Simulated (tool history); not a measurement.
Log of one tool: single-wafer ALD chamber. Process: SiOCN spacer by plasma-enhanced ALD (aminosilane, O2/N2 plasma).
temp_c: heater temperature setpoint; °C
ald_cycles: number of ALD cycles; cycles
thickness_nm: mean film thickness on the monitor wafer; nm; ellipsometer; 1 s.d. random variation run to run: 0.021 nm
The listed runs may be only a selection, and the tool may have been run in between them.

{"run": 1, "hour": 0.0, "temp_c": 385, "ald_cycles": 97, "thickness_nm": 5.4039}
{"run": 2, "hour": 8.3, "temp_c": 385, "ald_cycles": 106, "thickness_nm": 5.8591}
{"run": 3, "hour": 10.3, "temp_c": 391, "ald_cycles": 106, "thickness_nm": 5.909}
{"run": 4, "hour": 15.8, "temp_c": 391, "ald_cycles": 108, "thickness_nm": 5.9694}
{"run": 5, "hour": 17.7, "temp_c": 391, "ald_cycles": 109, "thickness_nm": 6.0452}
{"run": 6, "hour": 20.5, "temp_c": 391, "ald_cycles": 110, "thickness_nm": 6.1234}
{"run": 7, "hour": 28.2, "temp_c": 391, "ald_cycles": 111, "thickness_nm": 6.1654}
{"run": 8, "hour": 35.7, "temp_c": 391, "ald_cycles": 112, "thickness_nm": 6.2247}

Forecast run 9:
{"run": 9, "hour": 41.3, "temp_c": 391, "ald_cycles": 113, "thickness_nm": "?"}

thickness_nm: 6.2723 nm
